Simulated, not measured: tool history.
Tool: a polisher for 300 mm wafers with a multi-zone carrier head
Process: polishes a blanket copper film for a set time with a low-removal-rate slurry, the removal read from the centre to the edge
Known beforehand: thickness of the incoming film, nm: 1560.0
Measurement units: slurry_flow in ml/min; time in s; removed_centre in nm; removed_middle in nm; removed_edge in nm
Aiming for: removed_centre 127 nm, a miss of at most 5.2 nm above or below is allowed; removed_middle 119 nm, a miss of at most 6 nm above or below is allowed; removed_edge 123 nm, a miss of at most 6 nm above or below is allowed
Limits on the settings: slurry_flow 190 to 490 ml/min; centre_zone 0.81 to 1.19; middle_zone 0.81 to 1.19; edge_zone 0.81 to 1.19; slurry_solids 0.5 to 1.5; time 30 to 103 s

Run 1, day 0: slurry_flow 315 ml/min, centre_zone 1, middle_zone 1, edge_zone 1, slurry_solids 1, time 66 s. Result: removed_centre 194.68 nm, removed_middle 199.27 nm, removed_edge 200.49 nm.
Run 2, day 0.033: slurry_flow 275 ml/min, centre_zone 1, middle_zone 1, edge_zone 1, slurry_solids 1, time 66 s. Result: removed_centre 191.32 nm, removed_middle 190.7 nm, removed_edge 194.91 nm.
Run 3, day 0.079: slurry_flow 275 ml/min, centre_zone 1, middle_zone 1, edge_zone 1.03, slurry_solids 1, time 66 s. Result: removed_centre 190.24 nm, removed_middle 198.27 nm, removed_edge 196.48 nm.
Run 4, day 0.375: slurry_flow 245 ml/min, centre_zone 1, middle_zone 1, edge_zone 1.03, slurry_solids 1, time 66 s. Result: removed_centre 190.82 nm, removed_middle 189.48 nm, removed_edge 195.82 nm.
Run 5, day 0.533: slurry_flow 245 ml/min, centre_zone 1, middle_zone 0.92, edge_zone 1.03, slurry_solids 1, time 66 s. Result: removed_centre 187.31 nm, removed_middle 177.41 nm, removed_edge 197.9 nm.
Run 6, day 0.738: slurry_flow 295 ml/min, centre_zone 1, middle_zone 0.92, edge_zone 1.03, slurry_solids 1, time 66 s. Result: removed_centre 191.31 nm, removed_middle 186.02 nm, removed_edge 196.1 nm.
Run 7, day 0.846: slurry_flow 310 ml/min, centre_zone 1.01, middle_zone 0.91, edge_zone 1.02, slurry_solids 0.85, time 58 s. Result: removed_centre 166.28 nm, removed_middle 148.61 nm, removed_edge 169.55 nm.
Run 8, day 1.183: slurry_flow 280 ml/min, centre_zone 0.99, middle_zone 1.01, edge_zone 0.92, slurry_solids 0.6, time 44 s. Result: removed_centre 112.46 nm, removed_middle 114.69 nm, removed_edge 111.73 nm.
Run 9, day 1.483: slurry_flow 295 ml/min, centre_zone 1.01, middle_zone 1, edge_zone 0.95, slurry_solids 0.6, time 44 s. Result: removed_centre 114.63 nm, removed_middle 111.12 nm, removed_edge 111.54 nm.
Run 10, day 1.596: slurry_flow 295 ml/min, centre_zone 1.02, middle_zone 0.99, edge_zone 0.96, slurry_solids 0.65, time 44 s. Result: removed_centre 115.86 nm, removed_middle 116.06 nm, removed_edge 114.16 nm.
Run 11, day 1.829: slurry_flow 300 ml/min, centre_zone 1.03, middle_zone 0.97, edge_zone 0.97, slurry_solids 0.7, time 44 s. Result: removed_centre 120.54 nm, removed_middle 116.4 nm, removed_edge 117.55 nm.
Run 12, day 1.942: slurry_flow 300 ml/min, centre_zone 1.03, middle_zone 0.97, edge_zone 0.97, slurry_solids 0.7, time 44 s. Result: removed_centre 123.24 nm, removed_middle 116.88 nm, removed_edge 118.58 nm.
Run 13, day 2.054: slurry_flow 305 ml/min, centre_zone 1.03, middle_zone 0.97, edge_zone 0.98, slurry_solids 0.7, time 44 s. Result: removed_centre 122.45 nm, removed_middle 116.01 nm, removed_edge 119.82 nm.
Run 14, day 2.3: slurry_flow 305 ml/min, centre_zone 1.03, middle_zone 0.97, edge_zone 0.98, slurry_solids 0.7, time 44 s. Result: removed_centre 119.97 nm, removed_middle 117.93 nm, removed_edge 120.37 nm.

Pick the move, out of 4, that brings all results within their allowed miss; only one does.
Run A, day 2.546: slurry_flow 285 ml/min, centre_zone 0.98, middle_zone 1.07, edge_zone 1, slurry_solids 0.85, time 41 s. Result: removed_centre ?, removed_middle ?, removed_edge ?.
Run B, day 2.546: slurry_flow 430 ml/min, centre_zone 0.89, middle_zone 0.87, edge_zone 1.01, slurry_solids 0.85, time 45 s. Result: removed_centre ?, removed_middle ?, removed_edge ?.
Run C, day 2.546: slurry_flow 335 ml/min, centre_zone 0.95, middle_zone 1.04, edge_zone 1.05, slurry_solids 0.85, time 39 s. Result: removed_centre ?, removed_middle ?, removed_edge ?.
Run D, day 2.546: slurry_flow 235 ml/min, centre_zone 1.02, middle_zone 0.93, edge_zone 0.93, slurry_solids 0.55, time 51 s. Result: removed_centre ?, removed_middle ?, removed_edge ?.

move  removed_centre  removed_middle  removed_edge
   A          112.35          121.23        115.61
   B          116.35          116.09         131.5
   C          105.45          114.44        114.05
   D          127.09          117.43        122.82
A: misses by more than the last run did
B: misses by more than the last run did
C: misses by more than the last run did
D: all results in spec
The right move is D.
